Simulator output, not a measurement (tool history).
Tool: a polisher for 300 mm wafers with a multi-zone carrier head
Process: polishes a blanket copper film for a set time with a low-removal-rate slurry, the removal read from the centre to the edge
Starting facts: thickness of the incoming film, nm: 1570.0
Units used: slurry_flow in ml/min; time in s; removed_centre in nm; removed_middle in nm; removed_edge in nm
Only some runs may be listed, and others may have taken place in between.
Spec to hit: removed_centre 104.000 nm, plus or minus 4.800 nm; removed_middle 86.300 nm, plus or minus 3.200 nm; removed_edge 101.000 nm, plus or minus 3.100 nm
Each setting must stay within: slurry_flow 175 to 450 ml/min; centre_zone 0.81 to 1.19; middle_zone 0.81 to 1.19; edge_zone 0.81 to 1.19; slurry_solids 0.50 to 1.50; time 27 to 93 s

Run 1, hour 0.0: slurry_flow 290 ml/min, centre_zone 1.00, middle_zone 1.00, edge_zone 1.00, slurry_solids 1.00, time 59 s. Result: removed_centre 101.750 nm, removed_middle 101.820 nm, removed_edge 101.510 nm.
Run 2, hour 0.7: slurry_flow 285 ml/min, centre_zone 1.01, middle_zone 0.96, edge_zone 1.00, slurry_solids 1.00, time 59 s. Result: removed_centre 99.012 nm, removed_middle 97.681 nm, removed_edge 98.228 nm.
Run 3, hour 3.8: slurry_flow 285 ml/min, centre_zone 1.04, middle_zone 0.92, edge_zone 1.05, slurry_solids 1.00, time 59 s. Result: removed_centre 106.750 nm, removed_middle 97.467 nm, removed_edge 100.410 nm.
Run 4, hour 9.5: slurry_flow 285 ml/min, centre_zone 1.04, middle_zone 0.92, edge_zone 1.05, slurry_solids 1.00, time 71 s. Result: removed_centre 125.570 nm, removed_middle 115.270 nm, removed_edge 123.370 nm.
Run 5, hour 14.0: slurry_flow 265 ml/min, centre_zone 1.04, middle_zone 0.89, edge_zone 1.07, slurry_solids 0.85, time 70 s. Result: removed_centre 121.980 nm, removed_middle 107.230 nm, removed_edge 118.220 nm.
Run 6, hour 15.9: slurry_flow 255 ml/min, centre_zone 1.03, middle_zone 0.87, edge_zone 1.06, slurry_solids 0.75, time 69 s. Result: removed_centre 112.740 nm, removed_middle 100.900 nm, removed_edge 113.310 nm.
Run 7, hour 20.1: slurry_flow 250 ml/min, centre_zone 1.04, middle_zone 0.85, edge_zone 1.05, slurry_solids 0.70, time 68 s. Result: removed_centre 110.900 nm, removed_middle 95.684 nm, removed_edge 107.770 nm.
Run 8, hour 22.6: slurry_flow 245 ml/min, centre_zone 1.04, middle_zone 0.84, edge_zone 1.05, slurry_solids 0.65, time 68 s. Result: removed_centre 113.810 nm, removed_middle 92.544 nm, removed_edge 109.030 nm.
Run 9, hour 25.5: slurry_flow 245 ml/min, centre_zone 1.03, middle_zone 0.84, edge_zone 1.03, slurry_solids 0.60, time 68 s. Result: removed_centre 107.290 nm, removed_middle 90.533 nm, removed_edge 105.730 nm.
Run 10, hour 33.5: slurry_flow 245 ml/min, centre_zone 1.03, middle_zone 0.84, edge_zone 1.02, slurry_solids 0.60, time 68 s. Result: removed_centre 107.250 nm, removed_middle 93.577 nm, removed_edge 106.000 nm.
Run 11, hour 36.0: slurry_flow 240 ml/min, centre_zone 1.03, middle_zone 0.83, edge_zone 1.02, slurry_solids 0.55, time 68 s. Result: removed_centre 110.120 nm, removed_middle 90.603 nm, removed_edge 103.720 nm.

Exactly one of the 5 candidate moves below puts every result within its allowed miss. Which one?
Run A, hour 38.5: slurry_flow 235 ml/min, centre_zone 1.05, middle_zone 0.83, edge_zone 1.05, slurry_solids 0.60, time 64 s. Result: removed_centre ?, removed_middle ?, removed_edge ?.
Run B, hour 38.5: slurry_flow 230 ml/min, centre_zone 1.08, middle_zone 0.86, edge_zone 0.98, slurry_solids 0.55, time 63 s. Result: removed_centre ?, removed_middle ?, removed_edge ?.
Run C, hour 38.5: slurry_flow 310 ml/min, centre_zone 1.01, middle_zone 0.94, edge_zone 1.00, slurry_solids 0.70, time 62 s. Result: removed_centre ?, removed_middle ?, removed_edge ?.
Run D, hour 38.5: slurry_flow 215 ml/min, centre_zone 1.02, middle_zone 0.86, edge_zone 0.99, slurry_solids 0.50, time 69 s. Result: removed_centre ?, removed_middle ?, removed_edge ?.
Run E, hour 38.5: slurry_flow 220 ml/min, centre_zone 0.99, middle_zone 0.82, edge_zone 1.01, slurry_solids 0.50, time 63 s. Result: removed_centre ?, removed_middle ?, removed_edge ?.

move  removed_centre  removed_middle  removed_edge
   A         104.810          86.458       100.540
   B         104.480          86.255        94.225
   C         103.100          97.716        99.289
   D         105.640          92.481       101.680
   E          93.836          81.423        93.965
A: each result inside its tolerance
B: corrects the largest miss of the last run, while another result sits out of spec
C: further off than the last run
D: further off than the last run
E: takes the biggest miss from the last run beyond its target
Move A is the one to make.
